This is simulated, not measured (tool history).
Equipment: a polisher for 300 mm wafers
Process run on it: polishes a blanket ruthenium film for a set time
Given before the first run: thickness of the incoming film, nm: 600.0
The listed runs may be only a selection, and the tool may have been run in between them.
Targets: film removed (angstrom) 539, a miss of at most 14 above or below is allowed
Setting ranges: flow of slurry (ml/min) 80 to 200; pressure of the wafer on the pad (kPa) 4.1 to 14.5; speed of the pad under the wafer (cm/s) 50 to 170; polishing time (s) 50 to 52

run  hour  flow of slurry (ml/min)  pressure of the wafer on the pad (kPa)  speed of the pad under the wafer (cm/s)  polishing time (s)  film removed (angstrom)
  1     0                      130                                       9                                      110                  50                   321.39
  2   6.3                      140                                     9.7                                      110                  50                   347.47
  3  15.1                      140                                     9.7                                      120                  50                   377.23
  4  23.5                      145                                    10.3                                      120                  50                   406.72
  5  24.3                      150                                      11                                      120                  50                   432.54
  6  29.3                      150                                    11.7                                      120                  50                   453.19
  7  34.1                      155                                    12.4                                      120                  50                   484.89
  8  40.1                      160                                    12.4                                      120                  50                   490.95
  9  42.5                      165                                    12.4                                      120                  50                    488.6
 10  45.3                      165                                    13.1                                      120                  50                   514.76
 11  47.5                      165                                    13.1                                      120                  50                   513.38

Next run, 5 choices. One meets every target within its allowed miss, the rest don't. Which?
  A  49.7                      170                                    12.4                                      112                  52                        ?
  B  49.7                      160                                    12.4                                      116                  50                        ?
  C  49.7                      165                                    13.1                                      104                  52                        ?
  D  49.7                      135                                    12.4                                      128                  50                        ?
  E  49.7                      160                                    14.5                                      110                  52                        ?

move  film removed (angstrom)
   A                    477.8
   B                   471.59
   C                   465.26
   D                   506.91
   E                   536.17
A: lands further from the targets than the last run did
B: lands further from the targets than the last run did
C: lands further from the targets than the last run did
D: lands further from the targets than the last run did
E: all results land within tolerance of their targets
Move E is the one to make.
